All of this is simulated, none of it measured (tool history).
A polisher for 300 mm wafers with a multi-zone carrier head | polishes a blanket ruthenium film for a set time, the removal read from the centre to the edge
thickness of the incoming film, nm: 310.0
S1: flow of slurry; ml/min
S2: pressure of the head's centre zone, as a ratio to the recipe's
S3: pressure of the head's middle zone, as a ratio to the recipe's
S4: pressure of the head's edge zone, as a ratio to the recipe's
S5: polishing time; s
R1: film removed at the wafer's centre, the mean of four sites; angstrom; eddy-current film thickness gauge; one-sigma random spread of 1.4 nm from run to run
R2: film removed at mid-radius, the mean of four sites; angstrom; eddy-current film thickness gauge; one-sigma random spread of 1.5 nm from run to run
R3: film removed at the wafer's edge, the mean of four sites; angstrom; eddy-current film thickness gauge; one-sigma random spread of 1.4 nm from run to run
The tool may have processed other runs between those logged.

Run 1, hour 0.0: S1 135 ml/min, S2 1.00, S3 1.00, S4 1.00, S5 80 s. Result: R1 977.76 angstrom, R2 996.15 angstrom, R3 979.91 angstrom.
Run 2, hour 8.4: S1 135 ml/min, S2 1.00, S3 1.00, S4 1.00, S5 65 s. Result: R1 827.90 angstrom, R2 797.79 angstrom, R3 809.07 angstrom.
Run 3, hour 15.4: S1 145 ml/min, S2 0.98, S3 1.05, S4 1.03, S5 75 s. Result: R1 922.02 angstrom, R2 976.94 angstrom, R3 966.82 angstrom.
Run 4, hour 17.0: S1 155 ml/min, S2 0.97, S3 1.09, S4 1.02, S5 82 s. Result: R1 1044.20 angstrom, R2 1107.80 angstrom, R3 1043.70 angstrom.
Run 5, hour 25.3: S1 155 ml/min, S2 0.93, S3 1.12, S4 1.02, S5 89 s. Result: R1 1064.40 angstrom, R2 1247.20 angstrom, R3 1145.30 angstrom.
Run 6, hour 33.8: S1 140 ml/min, S2 0.93, S3 1.12, S4 1.02, S5 89 s. Result: R1 1036.20 angstrom, R2 1197.80 angstrom, R3 1099.10 angstrom.
Run 7, hour 38.3: S1 155 ml/min, S2 0.91, S3 1.14, S4 1.02, S5 92 s. Result: R1 1084.40 angstrom, R2 1288.80 angstrom, R3 1184.10 angstrom.

For run 8, what comes out?
Run 8, hour 46.9: S1 160 ml/min, S2 0.89, S3 1.15, S4 1.00, S5 96 s. Result: R1 ?, R2 ?, R3 ?.

{"run 8": {"R1": 1104.0, "R2": 1380.3, "R3": 1199.8}}
